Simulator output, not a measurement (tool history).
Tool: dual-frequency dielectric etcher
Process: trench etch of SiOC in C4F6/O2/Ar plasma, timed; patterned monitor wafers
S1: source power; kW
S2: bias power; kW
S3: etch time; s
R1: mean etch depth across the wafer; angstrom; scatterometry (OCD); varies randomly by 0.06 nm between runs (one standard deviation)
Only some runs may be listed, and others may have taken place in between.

run,hour,S1,S2,S3,R1
1,0.0,0.300,0.201,12.5,239.04
2,8.1,0.280,0.201,12.5,233.29
3,16.2,0.280,0.201,12.5,233.34
4,17.9,0.280,0.217,12.5,240.49
5,21.7,0.290,0.218,12.5,243.45
6,29.6,0.290,0.218,12.5,243.37
7,38.4,0.300,0.219,12.5,247.05

What will run 8 give?
8,42.0,0.310,0.220,12.5,?

R1: 249.90 angstrom

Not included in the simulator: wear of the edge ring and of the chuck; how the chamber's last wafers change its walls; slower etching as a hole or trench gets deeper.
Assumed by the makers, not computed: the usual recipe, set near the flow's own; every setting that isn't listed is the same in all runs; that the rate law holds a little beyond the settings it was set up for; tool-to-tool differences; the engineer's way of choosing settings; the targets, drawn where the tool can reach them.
